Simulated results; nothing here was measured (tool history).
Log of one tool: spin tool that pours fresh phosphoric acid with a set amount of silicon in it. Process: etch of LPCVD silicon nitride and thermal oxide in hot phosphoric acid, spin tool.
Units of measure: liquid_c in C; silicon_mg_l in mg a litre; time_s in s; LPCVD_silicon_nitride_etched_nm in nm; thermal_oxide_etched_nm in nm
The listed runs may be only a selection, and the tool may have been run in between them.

| run | day | liquid_c | silicon_mg_l | time_s | LPCVD_silicon_nitride_etched_nm | thermal_oxide_etched_nm |
|---|---|---|---|---|---|---|
| 1 | 0.000 | 160.0 | 16.0 | 180 | 16.815 | 0.26572 |
| 2 | 0.275 | 160.0 | 16.0 | 115 | 10.573 | 0.21715 |
| 3 | 0.417 | 160.5 | 16.5 | 130 | 12.361 | 0.25286 |
| 4 | 0.471 | 161.0 | 18.5 | 140 | 13.396 | 0.30007 |
| 5 | 0.788 | 161.0 | 18.5 | 215 | 20.841 | 0.44220 |
| 6 | 0.908 | 160.0 | 18.5 | 215 | 19.716 | 0.42037 |
| 7 | 1.204 | 160.5 | 16.5 | 215 | 20.469 | 0.40347 |
| 8 | 1.329 | 160.5 | 16.5 | 215 | 20.459 | 0.46425 |
| 9 | 1.688 | 160.5 | 18.5 | 220 | 20.690 | 0.44691 |
| 10 | 2.058 | 160.5 | 16.5 | 225 | 21.206 | 0.44405 |
| 11 | 2.421 | 160.0 | 17.5 | 230 | 21.581 | 0.41289 |
| 12 | 2.579 | 160.0 | 16.0 | 235 | 21.735 | 0.51730 |

Run 13, settings as shown, results not yet in. Your forecast:
| 13 | 2.662 | 160.5 | 18.0 | 235 | ? | ? |

For run 13 the tool returned LPCVD_silicon_nitride_etched_nm 22.163 nm, thermal_oxide_etched_nm 0.39561 nm.

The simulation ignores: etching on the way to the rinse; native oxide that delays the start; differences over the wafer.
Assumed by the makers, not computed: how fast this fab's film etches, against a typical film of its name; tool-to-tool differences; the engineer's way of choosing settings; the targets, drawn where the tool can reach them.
